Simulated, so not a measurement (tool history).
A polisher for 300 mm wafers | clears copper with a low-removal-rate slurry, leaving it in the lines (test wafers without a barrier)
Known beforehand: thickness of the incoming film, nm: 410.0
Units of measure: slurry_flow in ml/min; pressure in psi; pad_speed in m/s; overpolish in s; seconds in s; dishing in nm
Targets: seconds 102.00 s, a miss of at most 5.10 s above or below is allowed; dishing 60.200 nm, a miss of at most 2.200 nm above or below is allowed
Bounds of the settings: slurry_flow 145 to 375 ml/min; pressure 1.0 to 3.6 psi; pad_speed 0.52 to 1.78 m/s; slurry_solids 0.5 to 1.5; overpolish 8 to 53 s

run    day  slurry_flow  pressure  pad_speed  slurry_solids  overpolish  seconds  dishing
  1  0.000          240       2.3       1.14            1.0          27   140.71   45.141
  2  0.042          240       2.3       1.14            1.0          23   144.22   41.192
  3  0.217          240       2.5       1.14            1.0          24   134.00   43.993
  4  0.475          240       3.0       1.14            1.0          24   120.48   49.674
  5  0.783          240       3.2       1.14            1.0          24   114.59   50.587
  6  0.833          240       3.2       1.14            1.0          19   117.09   42.755
  7  1.108          240       3.2       1.18            1.0          21   110.16   47.337
  8  1.467          240       3.3       1.18            1.0          23   110.52   50.826
  9  1.533          240       3.4       1.20            1.0          24   105.45   54.498
 10  1.558          240       3.5       1.20            1.0          25   102.86   57.802

Below are 4 possible settings for the next run. Only one of them brings all results inside the allowed miss of their targets. Which is it?
  A  1.583          245       3.2       1.18            1.0          27        ?        ?
  B  1.583          205       3.5       1.20            1.1          27        ?        ?
  C  1.583          280       3.6       1.10            1.2          24        ?        ?
  D  1.583          210       3.4       1.20            0.8          27        ?        ?

move  seconds  dishing
   A   110.89   56.358
   B   102.11   60.069
   C   103.13   55.250
   D   112.64   56.088
A: its largest miss is bigger than the last run's
B: all results in spec
C: its largest miss is bigger than the last run's
D: its largest miss is bigger than the last run's
B is the move that brings every result within its allowed miss.
